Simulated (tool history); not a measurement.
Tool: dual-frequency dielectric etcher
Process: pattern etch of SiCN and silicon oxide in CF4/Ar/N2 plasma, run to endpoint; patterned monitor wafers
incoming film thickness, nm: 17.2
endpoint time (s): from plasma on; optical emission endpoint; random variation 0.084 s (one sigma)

{"run": 1, "hour": 0.0, "source power (W)": 430, "bias power (W)": 87, "Ar flow (sccm)": 93, "CF4 flow (sccm)": 62, "endpoint time (s)": 21.055}
{"run": 2, "hour": 1.6, "source power (W)": 460, "bias power (W)": 87, "Ar flow (sccm)": 93, "CF4 flow (sccm)": 62, "endpoint time (s)": 19.544}
{"run": 3, "hour": 2.7, "source power (W)": 410, "bias power (W)": 87, "Ar flow (sccm)": 93, "CF4 flow (sccm)": 62, "endpoint time (s)": 22.156}
{"run": 4, "hour": 4.2, "source power (W)": 440, "bias power (W)": 87, "Ar flow (sccm)": 93, "CF4 flow (sccm)": 62, "endpoint time (s)": 20.576}
{"run": 5, "hour": 4.9, "source power (W)": 440, "bias power (W)": 76, "Ar flow (sccm)": 93, "CF4 flow (sccm)": 62, "endpoint time (s)": 21.824}
{"run": 6, "hour": 9.1, "source power (W)": 440, "bias power (W)": 82, "Ar flow (sccm)": 93, "CF4 flow (sccm)": 62, "endpoint time (s)": 21.222}
{"run": 7, "hour": 9.9, "source power (W)": 470, "bias power (W)": 82, "Ar flow (sccm)": 93, "CF4 flow (sccm)": 62, "endpoint time (s)": 19.551}
{"run": 8, "hour": 13.0, "source power (W)": 490, "bias power (W)": 82, "Ar flow (sccm)": 93, "CF4 flow (sccm)": 62, "endpoint time (s)": 18.672}
{"run": 9, "hour": 17.4, "source power (W)": 500, "bias power (W)": 82, "Ar flow (sccm)": 93, "CF4 flow (sccm)": 62, "endpoint time (s)": 18.339}
{"run": 10, "hour": 20.5, "source power (W)": 510, "bias power (W)": 82, "Ar flow (sccm)": 93, "CF4 flow (sccm)": 62, "endpoint time (s)": 18.009}

Run 11 comes next. What will it give?
{"hour": 21.4, "done": "CF4 flow controller replaced"}
{"run": 11, "hour": 21.4, "source power (W)": 560, "bias power (W)": 83, "Ar flow (sccm)": 93, "CF4 flow (sccm)": 62, "endpoint time (s)": "?"}

{"run 11": {"endpoint time (s)": 15.98}}
